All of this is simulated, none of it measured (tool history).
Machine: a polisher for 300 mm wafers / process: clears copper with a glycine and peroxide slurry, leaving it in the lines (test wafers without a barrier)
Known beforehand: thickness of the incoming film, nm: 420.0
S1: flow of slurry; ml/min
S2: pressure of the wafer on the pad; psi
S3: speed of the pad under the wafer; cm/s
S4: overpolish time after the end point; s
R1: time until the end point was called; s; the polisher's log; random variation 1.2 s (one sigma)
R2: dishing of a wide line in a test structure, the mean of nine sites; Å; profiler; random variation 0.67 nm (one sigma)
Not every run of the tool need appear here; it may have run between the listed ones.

| run | hour | S1 | S2 | S3 | S4 | R1 | R2 |
|---|---|---|---|---|---|---|---|
| 1 | 0.0 | 175 | 2.8 | 82 | 12 | 78.758 | 401.04 |
| 2 | 5.4 | 175 | 2.8 | 82 | 11 | 79.436 | 380.39 |
| 3 | 13.4 | 135 | 2.8 | 82 | 11 | 83.027 | 349.90 |
| 4 | 19.2 | 135 | 2.9 | 82 | 10 | 80.728 | 347.38 |
| 5 | 25.4 | 135 | 2.9 | 82 | 9 | 80.849 | 318.71 |
| 6 | 33.4 | 135 | 2.9 | 68 | 9 | 91.357 | 275.45 |

Expected results for the next run?
| 7 | 35.4 | 135 | 2.9 | 68 | 9 | ? | ? |

R1: 90.675 s
R2: 289.33 Å
